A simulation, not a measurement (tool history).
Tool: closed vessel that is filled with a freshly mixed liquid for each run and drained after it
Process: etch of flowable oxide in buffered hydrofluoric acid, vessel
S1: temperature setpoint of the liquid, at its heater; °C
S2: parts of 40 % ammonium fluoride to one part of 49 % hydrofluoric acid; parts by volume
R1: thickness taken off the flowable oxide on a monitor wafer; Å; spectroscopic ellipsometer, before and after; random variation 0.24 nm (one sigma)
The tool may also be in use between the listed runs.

Run 1, day 0: S1 20 °C, S2 23.5 parts by volume, time in the liquid (s) 90. Result: R1 989.35 Å.
Run 2, day 0.271: S1 19 °C, S2 25.5 parts by volume, time in the liquid (s) 90. Result: R1 885.41 Å.
Run 3, day 0.371: S1 19 °C, S2 25.5 parts by volume, time in the liquid (s) 90. Result: R1 882.82 Å.
Run 4, day 0.554: S1 18.5 °C, S2 27 parts by volume, time in the liquid (s) 90. Result: R1 828.51 Å.
Run 5, day 0.883: S1 18 °C, S2 28 parts by volume, time in the liquid (s) 90. Result: R1 780.71 Å.
Run 6, day 1.067: S1 17.5 °C, S2 28.5 parts by volume, time in the liquid (s) 90. Result: R1 750.98 Å.
Run 7, day 1.133: S1 17.5 °C, S2 29 parts by volume, time in the liquid (s) 90. Result: R1 742.99 Å.

Run 8 comes next. What will it give?
Run 8, day 1.342: S1 17.5 °C, S2 29.5 parts by volume, time in the liquid (s) 90. Result: R1 ?.

Run 8 gave R1 736.17 Å.

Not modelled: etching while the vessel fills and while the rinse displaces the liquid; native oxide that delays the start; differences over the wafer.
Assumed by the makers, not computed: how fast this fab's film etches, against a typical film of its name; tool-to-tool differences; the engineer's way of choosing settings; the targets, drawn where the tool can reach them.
